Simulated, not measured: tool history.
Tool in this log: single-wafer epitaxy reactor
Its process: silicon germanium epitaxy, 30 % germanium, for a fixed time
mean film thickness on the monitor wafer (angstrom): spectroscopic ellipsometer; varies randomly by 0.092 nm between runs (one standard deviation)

run	day	wafer temperature setpoint (pyrometer-controlled) (°C)	chamber pressure (Pa)	mean film thickness on the monitor wafer (angstrom)
1	0	580	2146	373.19
2	0.133	571	2146	320.7
3	0.488	574	2146	337.65
4	0.638	567	2146	297.91
5	0.971	567	2426	315.33
6	1.221	570	2426	330.79

Run 7 comes next. What will it give?
7	1.275	572	2426	?

Run 7 produced mean film thickness on the monitor wafer (angstrom) 342.88.
